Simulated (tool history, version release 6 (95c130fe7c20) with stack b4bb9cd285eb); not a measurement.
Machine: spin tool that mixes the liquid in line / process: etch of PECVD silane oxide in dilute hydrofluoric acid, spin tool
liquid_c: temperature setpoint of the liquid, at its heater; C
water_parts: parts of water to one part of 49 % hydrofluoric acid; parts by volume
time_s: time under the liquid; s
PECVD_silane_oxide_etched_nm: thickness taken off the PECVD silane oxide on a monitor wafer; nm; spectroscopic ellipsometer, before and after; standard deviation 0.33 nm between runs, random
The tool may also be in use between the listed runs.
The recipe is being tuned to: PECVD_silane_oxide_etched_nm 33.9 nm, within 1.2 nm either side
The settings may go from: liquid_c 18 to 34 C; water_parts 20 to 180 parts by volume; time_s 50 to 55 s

| run | day | liquid_c | water_parts | time_s | PECVD_silane_oxide_etched_nm |
|---|---|---|---|---|---|
| 1 | 0 | 26 | 100 | 50 | 12.989 |
| 2 | 0.167 | 22.5 | 100 | 50 | 11.434 |
| 3 | 0.258 | 22.5 | 135 | 50 | 8.032 |
| 4 | 0.312 | 22.5 | 165 | 50 | 6.3771 |
| 5 | 0.367 | 25.5 | 165 | 50 | 7.0072 |
| 6 | 0.425 | 26.5 | 140 | 50 | 9.1441 |
| 7 | 0.512 | 30.5 | 100 | 50 | 15.175 |
| 8 | 0.7 | 31 | 90 | 50 | 17.693 |
|  | 0.788 | hydrofluoric acid flow meter replaced |
| 9 | 0.788 | 31.5 | 80 | 50 | 22.445 |
| 10 | 1.058 | 32 | 75 | 50 | 25.212 |
| 11 | 1.108 | 32.5 | 75 | 50 | 25.016 |
| 12 | 1.417 | 32.5 | 70 | 50 | 28.019 |
| 13 | 1.696 | 34 | 55 | 50 | 38.082 |

Exercise: of the 4 proposed moves below, exactly one satisfies all targets within the stated allowed misses. Which move is it?
| A | 1.975 | 33 | 55 | 50 | ? |
| B | 1.975 | 34 | 60 | 50 | ? |
| C | 1.975 | 33.5 | 65 | 50 | ? |
| D | 1.975 | 34 | 60 | 55 | ? |

| move | PECVD_silane_oxide_etched_nm |
|---|---|
| A | 36.026 |
| B | 34.016 |
| C | 30.562 |
| D | 37.418 |
A: closes in on the targets versus the last run, not all within tolerance yet
B: every result within its allowed miss
C: the result that was furthest off in the last run now lies on the other side of its target
D: closes in on the targets versus the last run, not all within tolerance yet
Answer: B

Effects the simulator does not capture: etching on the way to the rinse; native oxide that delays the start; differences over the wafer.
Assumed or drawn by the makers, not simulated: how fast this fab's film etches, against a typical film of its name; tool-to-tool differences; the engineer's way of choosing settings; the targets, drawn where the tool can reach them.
